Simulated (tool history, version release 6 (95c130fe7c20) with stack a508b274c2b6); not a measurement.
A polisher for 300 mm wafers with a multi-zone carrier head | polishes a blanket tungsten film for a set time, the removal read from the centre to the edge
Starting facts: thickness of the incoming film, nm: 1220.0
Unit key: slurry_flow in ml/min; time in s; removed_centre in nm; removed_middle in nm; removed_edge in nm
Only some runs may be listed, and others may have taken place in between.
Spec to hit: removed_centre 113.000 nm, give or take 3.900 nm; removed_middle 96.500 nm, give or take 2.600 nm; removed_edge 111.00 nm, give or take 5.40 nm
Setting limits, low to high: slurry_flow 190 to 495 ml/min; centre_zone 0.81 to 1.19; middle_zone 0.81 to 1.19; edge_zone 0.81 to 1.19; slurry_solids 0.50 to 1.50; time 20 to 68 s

| run | hour | slurry_flow | centre_zone | middle_zone | edge_zone | slurry_solids | time | removed_centre | removed_middle | removed_edge |
|---|---|---|---|---|---|---|---|---|---|---|
| 1 | 0.0 | 320 | 1.00 | 1.00 | 1.00 | 1.00 | 44 | 169.060 | 172.050 | 175.94 |
| 2 | 4.4 | 320 | 1.00 | 1.07 | 1.00 | 1.00 | 44 | 166.260 | 178.690 | 176.66 |
| 3 | 11.8 | 315 | 1.01 | 1.03 | 1.00 | 0.95 | 42 | 158.400 | 165.270 | 164.44 |
| 4 | 14.2 | 315 | 1.06 | 1.03 | 1.00 | 0.95 | 42 | 167.320 | 164.220 | 161.58 |
| 5 | 17.0 | 315 | 1.06 | 1.03 | 1.08 | 0.95 | 42 | 167.720 | 163.620 | 168.46 |
| 6 | 18.1 | 315 | 1.06 | 1.09 | 1.08 | 0.95 | 42 | 163.410 | 170.620 | 168.47 |
| 7 | 25.3 | 310 | 1.06 | 1.05 | 1.08 | 0.90 | 40 | 155.820 | 156.140 | 159.13 |
| 8 | 32.1 | 305 | 1.06 | 1.02 | 1.08 | 0.85 | 38 | 144.690 | 145.620 | 152.80 |
| 9 | 40.4 | 305 | 1.06 | 1.02 | 1.08 | 0.85 | 38 | 143.940 | 144.580 | 151.03 |
| 10 | 42.6 | 305 | 1.06 | 1.02 | 1.08 | 0.85 | 38 | 147.780 | 142.980 | 149.72 |
| 11 | 47.7 | 300 | 1.06 | 1.00 | 1.07 | 0.80 | 37 | 140.430 | 134.880 | 142.52 |
| 12 | 53.8 | 300 | 1.06 | 1.00 | 1.07 | 0.80 | 37 | 139.300 | 135.710 | 145.85 |
| 13 | 56.2 | 300 | 1.07 | 0.98 | 1.05 | 0.75 | 36 | 135.970 | 128.630 | 136.08 |
| 14 | 59.4 | 270 | 1.02 | 0.88 | 1.03 | 0.50 | 32 | 104.490 | 94.307 | 109.79 |
| 15 | 60.1 | 275 | 1.03 | 0.88 | 1.03 | 0.50 | 32 | 106.850 | 93.798 | 108.51 |
| 16 | 62.3 | 280 | 1.03 | 0.88 | 1.03 | 0.50 | 32 | 108.060 | 92.590 | 108.88 |
| 17 | 67.9 | 285 | 1.03 | 0.88 | 1.03 | 0.50 | 32 | 107.080 | 94.411 | 112.02 |
| 18 | 74.0 | 285 | 1.04 | 0.88 | 1.03 | 0.50 | 32 | 107.250 | 95.530 | 109.89 |

Exactly one of the 4 candidate moves below puts every result within its allowed miss. Which one?
| A | 80.1 | 300 | 1.01 | 0.92 | 1.06 | 0.50 | 32 | ? | ? | ? |
| B | 80.1 | 190 | 1.11 | 0.81 | 1.08 | 0.55 | 34 | ? | ? | ? |
| C | 80.1 | 265 | 1.07 | 0.87 | 1.00 | 0.50 | 33 | ? | ? | ? |
| D | 80.1 | 475 | 0.95 | 0.87 | 1.16 | 0.50 | 31 | ? | ? | ? |

| move | removed_centre | removed_middle | removed_edge |
|---|---|---|---|
| A | 104.140 | 99.346 | 112.75 |
| B | 114.420 | 90.669 | 117.55 |
| C | 111.510 | 96.388 | 111.85 |
| D | 99.379 | 95.506 | 117.87 |
A: its largest miss is bigger than the last run's
B: corrects the largest miss of the last run, while another result sits out of spec
C: every result lands within tolerance
D: its largest miss is bigger than the last run's
Answer: C

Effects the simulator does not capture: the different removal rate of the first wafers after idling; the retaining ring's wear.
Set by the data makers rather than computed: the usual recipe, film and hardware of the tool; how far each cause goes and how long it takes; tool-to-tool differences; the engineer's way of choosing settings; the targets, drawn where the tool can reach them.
